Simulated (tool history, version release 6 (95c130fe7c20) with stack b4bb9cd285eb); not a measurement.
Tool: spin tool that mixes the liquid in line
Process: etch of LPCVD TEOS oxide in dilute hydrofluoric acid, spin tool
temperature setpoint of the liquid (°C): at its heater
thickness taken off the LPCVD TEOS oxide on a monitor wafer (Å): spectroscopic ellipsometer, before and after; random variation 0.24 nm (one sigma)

run,hour,temperature setpoint of the liquid (°C),parts of water to one part of 49 % hydrofluoric acid (parts by volume),time under the liquid (s),thickness taken off the LPCVD TEOS oxide on a monitor wafer (Å)
1,0,20,85,75,328.26
2,8.8,21.5,80,75,372.84
3,15.1,21.5,80,75,377.15
4,23.2,21.5,80,75,375.11
5,24.3,23,80,75,395.85
6,31,20,80,75,351.77
7,35.1,21.5,80,75,372.77
8,42.4,23,80,75,398.83
9,50.5,24,80,75,414.4
10,51.5,25,80,75,433.43

The next listed run, before its measurement:
11,54.7,25.5,80,75,?

thickness taken off the LPCVD TEOS oxide on a monitor wafer (Å): 441.08
